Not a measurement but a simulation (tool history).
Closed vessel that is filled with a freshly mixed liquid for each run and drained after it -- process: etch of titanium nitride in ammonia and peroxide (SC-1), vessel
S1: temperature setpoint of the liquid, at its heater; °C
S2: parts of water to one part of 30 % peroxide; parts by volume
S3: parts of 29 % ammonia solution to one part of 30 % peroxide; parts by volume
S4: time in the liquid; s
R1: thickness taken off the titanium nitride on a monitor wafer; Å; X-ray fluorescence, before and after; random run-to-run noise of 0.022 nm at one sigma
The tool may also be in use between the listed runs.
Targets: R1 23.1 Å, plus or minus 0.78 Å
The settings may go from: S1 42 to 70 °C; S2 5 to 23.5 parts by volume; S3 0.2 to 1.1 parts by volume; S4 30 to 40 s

run 1 hour=0 | S1=58 S2=13 S3=0.6 S4=40 | R1=32.933
run 2 hour=6.3 | S1=58 S2=13 S3=0.75 S4=40 | R1=33.767
run 3 hour=14.4 | S1=57 S2=13 S3=0.75 S4=40 | R1=31.362
run 4 hour=16.5 | S1=56 S2=13 S3=0.75 S4=40 | R1=29.731
run 5 hour=24.5 | S1=55.5 S2=13 S3=0.75 S4=40 | R1=29.244
run 6 hour=25.8 | S1=55.5 S2=10 S3=0.75 S4=40 | R1=32.319
run 7 hour=28.7 | S1=54.5 S2=10 S3=0.75 S4=40 | R1=30.684
run 8 hour=36.7 | S1=53.5 S2=10 S3=0.75 S4=40 | R1=28.489
run 9 hour=39 | S1=53 S2=10 S3=0.75 S4=40 | R1=27.565
run 10 hour=47.7 | S1=52.5 S2=10 S3=0.75 S4=40 | R1=26.343

Exactly one of the 4 candidate moves below puts every result within its allowed miss. Which one?
run A hour=56.4 | S1=55 S2=10.5 S3=0.75 S4=30 | R1=?
run B hour=56.4 | S1=55 S2=9.5 S3=0.8 S4=40 | R1=?
run C hour=56.4 | S1=52.5 S2=14 S3=0.5 S4=40 | R1=?
run D hour=56.4 | S1=53 S2=9 S3=0.7 S4=40 | R1=?

move=A R1=23.078
move=B R1=32.718
move=C R1=20.782
move=D R1=28.731
A: hits every target within its allowed miss
B: moves away from the targets compared with the last run
C: carries the result that was furthest off beyond its target, to the other side
D: moves away from the targets compared with the last run
Correct choice: A, which meets every target

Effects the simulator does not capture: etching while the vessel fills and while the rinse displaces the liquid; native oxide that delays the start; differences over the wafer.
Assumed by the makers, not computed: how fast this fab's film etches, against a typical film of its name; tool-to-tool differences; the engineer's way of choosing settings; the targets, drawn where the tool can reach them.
